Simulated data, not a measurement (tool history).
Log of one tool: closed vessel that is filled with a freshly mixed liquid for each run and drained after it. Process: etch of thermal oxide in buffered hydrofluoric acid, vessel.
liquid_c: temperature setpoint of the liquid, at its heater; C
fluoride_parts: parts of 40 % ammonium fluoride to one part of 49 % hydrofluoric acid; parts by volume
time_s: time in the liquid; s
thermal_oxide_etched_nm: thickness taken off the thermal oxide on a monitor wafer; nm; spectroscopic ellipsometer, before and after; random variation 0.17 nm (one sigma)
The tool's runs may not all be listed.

run  hour  liquid_c  fluoride_parts  time_s  thermal_oxide_etched_nm
  1     0        22            12.5      30                   23.599
  2   2.2        24            11.5      30                   28.841
  3   4.4        24            11.5      30                   28.835
  4  10.6      25.5              11      30                   32.488
     13.3  -- hydrofluoric acid flow meter replaced
  5  13.3      26.5            10.5      30                   39.628
  6  21.6      26.5               7      30                   58.027
  7  27.6        26               7      30                   56.639

Forecast run 8:
  8  32.6      25.5               7      30                        ?

thermal_oxide_etched_nm: 54.967 nm

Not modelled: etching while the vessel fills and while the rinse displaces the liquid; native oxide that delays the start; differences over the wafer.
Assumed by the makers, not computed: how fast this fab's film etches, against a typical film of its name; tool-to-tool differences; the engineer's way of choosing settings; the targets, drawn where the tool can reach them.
